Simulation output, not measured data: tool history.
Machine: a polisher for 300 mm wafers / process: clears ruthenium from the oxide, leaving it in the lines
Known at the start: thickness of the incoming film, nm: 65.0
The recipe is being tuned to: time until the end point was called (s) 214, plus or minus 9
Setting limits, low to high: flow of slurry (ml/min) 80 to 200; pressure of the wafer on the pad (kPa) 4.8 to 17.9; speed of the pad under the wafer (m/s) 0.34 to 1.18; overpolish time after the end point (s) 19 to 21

| run | day | flow of slurry (ml/min) | pressure of the wafer on the pad (kPa) | speed of the pad under the wafer (m/s) | overpolish time after the end point (s) | time until the end point was called (s) |
|---|---|---|---|---|---|---|
| 1 | 0 | 130 | 11 | 0.76 | 19 | 103.96 |
| 2 | 0.267 | 130 | 9.7 | 0.74 | 19 | 121.03 |
| 3 | 0.35 | 150 | 9.7 | 0.74 | 19 | 118.65 |
| 4 | 0.492 | 150 | 9.7 | 0.86 | 19 | 102 |
| 5 | 0.721 | 180 | 9.7 | 0.86 | 19 | 101.78 |
| 6 | 1.029 | 180 | 9 | 0.82 | 19 | 115.02 |
| 7 | 1.083 | 180 | 8.3 | 0.78 | 19 | 128.09 |
|  | 1.246 | worn pad replaced by a new one |
| 8 | 1.246 | 180 | 7.6 | 0.76 | 19 | 131.67 |
| 9 | 1.562 | 180 | 6.9 | 0.7 | 19 | 152.89 |
| 10 | 1.912 | 180 | 6.2 | 0.68 | 19 | 177.76 |
| 11 | 2.025 | 180 | 5.5 | 0.66 | 19 | 202.8 |

Which one of the following 5 next-run settings gets every result inside its allowed miss? There is exactly one.
| A | 2.138 | 200 | 7.6 | 0.44 | 21 | ? |
| B | 2.138 | 185 | 6.2 | 0.6 | 19 | ? |
| C | 2.138 | 175 | 7.6 | 0.5 | 21 | ? |
| D | 2.138 | 185 | 4.8 | 0.66 | 19 | ? |
| E | 2.138 | 190 | 6.2 | 0.62 | 19 | ? |

| move | time until the end point was called (s) |
|---|---|
| A | 214.54 |
| B | 195.22 |
| C | 193.69 |
| D | 225.61 |
| E | 188.42 |
A: every result within its allowed miss
B: moves away from the targets compared with the last run
C: moves away from the targets compared with the last run
D: carries the result that was furthest off beyond its target, to the other side
E: moves away from the targets compared with the last run
Correct choice: A, which meets every target

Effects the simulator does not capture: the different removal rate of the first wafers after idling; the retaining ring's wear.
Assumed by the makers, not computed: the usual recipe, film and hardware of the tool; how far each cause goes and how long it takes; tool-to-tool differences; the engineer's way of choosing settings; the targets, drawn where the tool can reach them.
